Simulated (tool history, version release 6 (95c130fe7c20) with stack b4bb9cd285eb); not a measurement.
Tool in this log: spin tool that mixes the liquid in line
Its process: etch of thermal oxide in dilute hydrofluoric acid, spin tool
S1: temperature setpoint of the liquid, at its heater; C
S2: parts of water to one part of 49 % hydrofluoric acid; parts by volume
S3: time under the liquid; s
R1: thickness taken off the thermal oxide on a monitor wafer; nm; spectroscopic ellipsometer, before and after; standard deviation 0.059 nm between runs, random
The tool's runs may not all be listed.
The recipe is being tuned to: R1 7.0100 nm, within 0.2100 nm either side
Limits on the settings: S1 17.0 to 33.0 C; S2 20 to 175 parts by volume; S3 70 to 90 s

run	hour	S1	S2	S3	R1
1	0.0	25.0	95	90	4.5536
2	8.6	27.0	90	90	5.1743
3	17.5	28.5	85	90	5.7811
4	25.0	28.5	85	70	4.4944
5	25.7	29.0	75	70	5.2863
6	28.8	29.0	95	70	4.0398
# hour 37.7: hydrofluoric acid flow meter replaced
7	37.7	29.0	85	70	4.9653
8	44.7	30.0	80	70	5.4059
9	48.8	31.0	75	70	5.9801
10	57.5	31.5	75	70	6.1771
11	60.5	32.0	75	70	6.3690

Which single option among these 4 for the next run brings every result within its allowed miss of target? Just one does.
A	63.5	31.0	75	75	?
B	63.5	33.0	80	80	?
C	63.5	32.0	80	70	?
D	63.5	23.0	55	75	?

move	R1
A	6.5156
B	6.9704
C	5.8756
D	6.6520
A: closes in on the targets versus the last run, not all within tolerance yet
B: all results land within tolerance of their targets
C: misses by more than the last run did
D: closes in on the targets versus the last run, not all within tolerance yet
B meets every target.
